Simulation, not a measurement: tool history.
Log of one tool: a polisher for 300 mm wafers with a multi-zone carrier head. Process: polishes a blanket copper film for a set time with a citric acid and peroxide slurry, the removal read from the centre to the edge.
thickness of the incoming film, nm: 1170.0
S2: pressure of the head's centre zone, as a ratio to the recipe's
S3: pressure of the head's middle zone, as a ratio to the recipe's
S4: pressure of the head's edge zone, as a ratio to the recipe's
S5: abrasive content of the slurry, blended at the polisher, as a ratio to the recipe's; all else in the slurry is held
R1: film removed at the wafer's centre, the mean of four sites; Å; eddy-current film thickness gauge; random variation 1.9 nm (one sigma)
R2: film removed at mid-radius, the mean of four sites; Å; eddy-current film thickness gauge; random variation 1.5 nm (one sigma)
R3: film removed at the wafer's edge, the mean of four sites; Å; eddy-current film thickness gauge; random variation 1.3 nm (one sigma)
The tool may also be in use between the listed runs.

{"run": 1, "hour": 0.0, "flow of slurry (ml/min)": 195, "S2": 1.0, "S3": 1.0, "S4": 1.0, "S5": 1.0, "polishing time (s)": 63, "R1": 2337.4, "R2": 2177.9, "R3": 2215.7}
{"run": 2, "hour": 3.3, "flow of slurry (ml/min)": 185, "S2": 0.96, "S3": 1.0, "S4": 0.98, "S5": 0.9, "polishing time (s)": 59, "R1": 1993.9, "R2": 2009.6, "R3": 2024.0}
{"run": 3, "hour": 5.9, "flow of slurry (ml/min)": 185, "S2": 0.96, "S3": 0.93, "S4": 0.98, "S5": 0.9, "polishing time (s)": 59, "R1": 1926.0, "R2": 1914.0, "R3": 2025.8}
{"run": 4, "hour": 10.7, "flow of slurry (ml/min)": 180, "S2": 0.95, "S3": 0.93, "S4": 0.96, "S5": 0.8, "polishing time (s)": 56, "R1": 1785.1, "R2": 1740.4, "R3": 1849.9}
{"run": 5, "hour": 17.5, "flow of slurry (ml/min)": 175, "S2": 0.93, "S3": 0.94, "S4": 0.94, "S5": 0.75, "polishing time (s)": 54, "R1": 1687.8, "R2": 1661.3, "R3": 1707.7}
{"run": 6, "hour": 26.3, "flow of slurry (ml/min)": 175, "S2": 0.98, "S3": 0.94, "S4": 0.94, "S5": 0.75, "polishing time (s)": 54, "R1": 1723.0, "R2": 1655.5, "R3": 1718.6}
{"run": 7, "hour": 29.2, "flow of slurry (ml/min)": 165, "S2": 0.94, "S3": 0.94, "S4": 0.93, "S5": 0.7, "polishing time (s)": 53, "R1": 1573.7, "R2": 1559.5, "R3": 1632.2}
{"run": 8, "hour": 31.8, "flow of slurry (ml/min)": 165, "S2": 0.94, "S3": 0.94, "S4": 0.93, "S5": 0.7, "polishing time (s)": 53, "R1": 1564.5, "R2": 1585.2, "R3": 1604.3}
{"run": 9, "hour": 40.8, "flow of slurry (ml/min)": 155, "S2": 0.92, "S3": 0.93, "S4": 0.92, "S5": 0.7, "polishing time (s)": 53, "R1": 1534.0, "R2": 1557.3, "R3": 1576.3}
{"run": 10, "hour": 41.9, "flow of slurry (ml/min)": 150, "S2": 0.9, "S3": 0.92, "S4": 0.92, "S5": 0.65, "polishing time (s)": 53, "R1": 1494.2, "R2": 1491.0, "R3": 1546.1}

Forecast run 11:
{"run": 11, "hour": 47.3, "flow of slurry (ml/min)": 145, "S2": 0.88, "S3": 0.94, "S4": 0.93, "S5": 0.6, "polishing time (s)": 52, "R1": "?", "R2": "?", "R3": "?"}

{"run 11": {"R1": 1368.6, "R2": 1407.5, "R3": 1487.6}}
